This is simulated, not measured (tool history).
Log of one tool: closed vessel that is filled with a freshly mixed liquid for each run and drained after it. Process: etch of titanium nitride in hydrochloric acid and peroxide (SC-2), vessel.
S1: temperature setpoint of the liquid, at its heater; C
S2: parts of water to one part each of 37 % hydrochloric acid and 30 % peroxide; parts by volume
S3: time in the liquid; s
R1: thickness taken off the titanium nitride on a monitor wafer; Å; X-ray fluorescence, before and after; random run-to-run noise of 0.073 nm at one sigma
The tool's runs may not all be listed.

| run | hour | S1 | S2 | S3 | R1 |
|---|---|---|---|---|---|
| 1 | 0.0 | 56.0 | 8.5 | 150 | 49.724 |
| 2 | 1.1 | 56.0 | 6.5 | 150 | 61.607 |
| 3 | 5.8 | 60.0 | 6.5 | 150 | 80.029 |
| 4 | 14.3 | 60.0 | 6.5 | 150 | 79.248 |
| 5 | 19.8 | 63.0 | 6.5 | 150 | 94.900 |
| 6 | 22.8 | 65.0 | 6.5 | 150 | 108.510 |

Forecast run 7:
| 7 | 24.9 | 66.5 | 6.5 | 150 | ? |

R1: 119.670 Å
